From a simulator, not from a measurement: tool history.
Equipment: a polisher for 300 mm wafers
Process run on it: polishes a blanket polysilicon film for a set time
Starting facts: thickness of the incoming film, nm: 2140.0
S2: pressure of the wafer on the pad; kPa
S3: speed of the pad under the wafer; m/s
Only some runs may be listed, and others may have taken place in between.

Run 1, day 0.000: flow of slurry (ml/min) 130, S2 13.8 kPa, S3 1.16 m/s, polishing time (s) 126. Result: film removed (angstrom) 7601.7.
Run 2, day 0.262: flow of slurry (ml/min) 130, S2 13.8 kPa, S3 1.02 m/s, polishing time (s) 126. Result: film removed (angstrom) 6655.2.
Run 3, day 0.408: flow of slurry (ml/min) 130, S2 13.8 kPa, S3 0.86 m/s, polishing time (s) 126. Result: film removed (angstrom) 5580.4.
Run 4, day 0.621: flow of slurry (ml/min) 120, S2 13.1 kPa, S3 0.86 m/s, polishing time (s) 126. Result: film removed (angstrom) 5333.4.
Run 5, day 0.925: flow of slurry (ml/min) 120, S2 13.1 kPa, S3 1.00 m/s, polishing time (s) 126. Result: film removed (angstrom) 6147.9.
Run 6, day 1.296: flow of slurry (ml/min) 145, S2 13.1 kPa, S3 1.00 m/s, polishing time (s) 126. Result: film removed (angstrom) 6359.2.
Run 7, day 1.667: flow of slurry (ml/min) 135, S2 11.7 kPa, S3 1.00 m/s, polishing time (s) 126. Result: film removed (angstrom) 5605.3.

Forecast run 8:
Run 8, day 1.750: flow of slurry (ml/min) 125, S2 11.0 kPa, S3 1.00 m/s, polishing time (s) 126. Result: film removed (angstrom) ?.

Run 8 came out at film removed (angstrom) 5194.6.
